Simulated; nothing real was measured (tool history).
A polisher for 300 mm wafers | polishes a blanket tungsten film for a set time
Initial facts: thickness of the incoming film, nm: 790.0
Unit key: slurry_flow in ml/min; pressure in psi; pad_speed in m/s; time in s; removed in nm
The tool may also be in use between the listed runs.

run	day	slurry_flow	pressure	pad_speed	slurry_solids	time	removed
1	0.000	210	2.9	0.96	1.0	101	319.42
2	0.150	210	3.4	0.96	1.0	101	371.37
3	0.188	245	3.4	0.96	1.0	101	373.96
4	0.404	245	3.0	0.96	1.0	101	335.07
5	0.592	220	3.0	0.96	1.0	101	332.88
6	0.854	220	3.0	0.96	1.0	106	348.11
7	1.108	220	2.6	0.96	1.0	106	300.46
8	1.458	220	2.4	0.96	1.0	106	278.70
9	1.742	220	2.2	0.96	1.0	106	259.13
10	1.829	210	1.5	0.96	1.0	106	177.22
11	1.946	220	1.6	0.96	1.0	106	191.15
12	1.988	225	1.6	0.96	1.0	106	191.34

Forecast run 13:
13	2.200	230	1.6	0.96	1.0	106	?

{"run 13": {"removed": 189.32}}
